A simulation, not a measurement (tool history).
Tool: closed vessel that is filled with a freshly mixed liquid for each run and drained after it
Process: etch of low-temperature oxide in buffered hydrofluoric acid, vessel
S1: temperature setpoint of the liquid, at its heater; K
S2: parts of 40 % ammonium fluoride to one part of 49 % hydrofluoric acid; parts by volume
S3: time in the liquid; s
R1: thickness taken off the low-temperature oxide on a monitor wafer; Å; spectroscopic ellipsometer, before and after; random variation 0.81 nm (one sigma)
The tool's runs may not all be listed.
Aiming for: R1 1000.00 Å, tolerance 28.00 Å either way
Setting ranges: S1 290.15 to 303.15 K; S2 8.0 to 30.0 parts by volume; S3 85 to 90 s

run,hour,S1,S2,S3,R1
1,0.0,295.15,22.5,85,1534.30
2,7.5,294.15,23.5,85,1406.70
3,16.1,294.15,20.5,85,1542.10
4,18.5,290.65,20.5,85,1283.30
5,22.7,290.65,22.0,85,1199.80
6,27.3,290.65,23.0,85,1186.30
7,35.2,290.65,24.0,85,1131.30
8,38.6,290.65,24.5,85,1123.30
9,42.8,290.65,25.0,85,1103.80
10,44.8,290.65,25.5,85,1080.90
11,48.6,290.65,25.5,85,1081.40
12,50.8,290.65,26.0,85,1077.10

Pick the move, out of 4, that brings all results within their allowed miss; only one does.
A,53.0,290.65,28.5,90,?
B,53.0,290.15,27.5,85,?
C,53.0,291.15,29.5,90,?
D,53.0,290.15,30.0,85,?

move,R1
A,1074.80
B,1011.10
C,1079.80
D,951.92
A: as far off as the last run
B: all results land within tolerance of their targets
C: as far off as the last run
D: takes the result that was furthest off past its target
The right move is B.
